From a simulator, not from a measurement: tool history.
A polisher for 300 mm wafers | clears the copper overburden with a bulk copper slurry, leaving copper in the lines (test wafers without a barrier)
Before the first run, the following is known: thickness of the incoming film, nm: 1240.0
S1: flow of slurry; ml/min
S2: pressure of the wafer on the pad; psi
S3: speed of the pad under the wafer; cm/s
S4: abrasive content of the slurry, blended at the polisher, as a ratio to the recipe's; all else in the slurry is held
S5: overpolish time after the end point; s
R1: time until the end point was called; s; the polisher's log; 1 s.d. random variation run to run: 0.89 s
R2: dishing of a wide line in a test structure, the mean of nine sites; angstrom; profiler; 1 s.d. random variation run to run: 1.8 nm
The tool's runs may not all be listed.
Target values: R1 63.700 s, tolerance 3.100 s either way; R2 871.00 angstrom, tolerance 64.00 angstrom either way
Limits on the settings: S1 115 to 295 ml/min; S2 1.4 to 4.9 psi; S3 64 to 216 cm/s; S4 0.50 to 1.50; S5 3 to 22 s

Run 1, hour 0.0: S1 190 ml/min, S2 3.1 psi, S3 140 cm/s, S4 1.00, S5 11 s. Result: R1 92.880 s, R2 762.14 angstrom.
Run 2, hour 5.0: S1 190 ml/min, S2 2.6 psi, S3 140 cm/s, S4 1.00, S5 11 s. Result: R1 109.940 s, R2 673.20 angstrom.
Run 3, hour 11.3: S1 175 ml/min, S2 2.6 psi, S3 140 cm/s, S4 1.00, S5 11 s. Result: R1 111.510 s, R2 698.86 angstrom.
Run 4, hour 18.7: S1 175 ml/min, S2 2.6 psi, S3 140 cm/s, S4 1.00, S5 8 s. Result: R1 107.940 s, R2 527.11 angstrom.
Run 5, hour 19.9: S1 175 ml/min, S2 2.6 psi, S3 140 cm/s, S4 1.10, S5 8 s. Result: R1 106.240 s, R2 536.68 angstrom.
Run 6, hour 22.6: S1 175 ml/min, S2 3.0 psi, S3 142 cm/s, S4 1.10, S5 8 s. Result: R1 93.356 s, R2 615.77 angstrom.
Run 7, hour 25.6: S1 180 ml/min, S2 3.9 psi, S3 146 cm/s, S4 1.10, S5 8 s. Result: R1 70.371 s, R2 760.56 angstrom.
Run 8, hour 32.6: S1 180 ml/min, S2 4.0 psi, S3 146 cm/s, S4 1.10, S5 8 s. Result: R1 67.386 s, R2 778.21 angstrom.

Pick the move, out of 4, that brings all results within their allowed miss; only one does.
Run A, hour 39.6: S1 140 ml/min, S2 3.6 psi, S3 148 cm/s, S4 1.10, S5 11 s. Result: R1 ?, R2 ?.
Run B, hour 39.6: S1 180 ml/min, S2 3.5 psi, S3 154 cm/s, S4 1.30, S5 8 s. Result: R1 ?, R2 ?.
Run C, hour 39.6: S1 210 ml/min, S2 4.2 psi, S3 138 cm/s, S4 1.45, S5 9 s. Result: R1 ?, R2 ?.
Run D, hour 39.6: S1 210 ml/min, S2 4.0 psi, S3 146 cm/s, S4 1.15, S5 6 s. Result: R1 ?, R2 ?.

move      R1      R2
   A  76.372  838.02
   B  71.131  717.78
   C  62.640  848.91
   D  65.909  626.68
A: the furthest-off result lands on target, but another misses its tolerance
B: lands further from the targets than the last run did
C: every result within its allowed miss
D: lands further from the targets than the last run did
C is the move that brings every result within its allowed miss.
